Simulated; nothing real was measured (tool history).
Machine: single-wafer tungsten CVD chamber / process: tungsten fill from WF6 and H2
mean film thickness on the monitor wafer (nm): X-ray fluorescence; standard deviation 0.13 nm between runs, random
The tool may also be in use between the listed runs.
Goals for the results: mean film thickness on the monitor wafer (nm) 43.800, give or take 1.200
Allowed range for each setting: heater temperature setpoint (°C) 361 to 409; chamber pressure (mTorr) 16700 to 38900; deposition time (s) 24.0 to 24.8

run	hour	heater temperature setpoint (°C)	chamber pressure (mTorr)	deposition time (s)	mean film thickness on the monitor wafer (nm)
1	0.0	385	27800	24.0	54.138
2	1.7	383	27700	24.0	52.051
3	4.5	392	27700	24.0	61.015
4	13.3	392	26000	24.0	58.803
5	21.2	392	26000	24.0	58.808
6	27.7	392	24000	24.0	55.888
7	29.6	390	23900	24.0	54.038
8	33.6	388	23800	24.0	52.055
9	39.6	387	23700	24.0	51.286
10	41.2	386	23600	24.0	49.830
11	49.7	385	23600	24.0	49.141
12	57.3	384	23600	24.0	48.242
13	58.9	383	23600	24.0	47.364
14	61.2	382	23600	24.0	46.279

Of the 5 settings listed for the next run, only one would bring every result within its allowed miss of target. Which one?
A	63.5	378	24300	24.0	?
B	63.5	388	21500	24.8	?
C	63.5	380	25800	24.4	?
D	63.5	379	24900	24.8	?
E	63.5	378	27200	24.2	?

move	mean film thickness on the monitor wafer (nm)
A	43.911
B	50.479
C	47.957
D	46.892
E	47.261
A: hits every target within its allowed miss
B: lands further from the targets than the last run did
C: lands further from the targets than the last run did
D: lands further from the targets than the last run did
E: lands further from the targets than the last run did
Answer: A

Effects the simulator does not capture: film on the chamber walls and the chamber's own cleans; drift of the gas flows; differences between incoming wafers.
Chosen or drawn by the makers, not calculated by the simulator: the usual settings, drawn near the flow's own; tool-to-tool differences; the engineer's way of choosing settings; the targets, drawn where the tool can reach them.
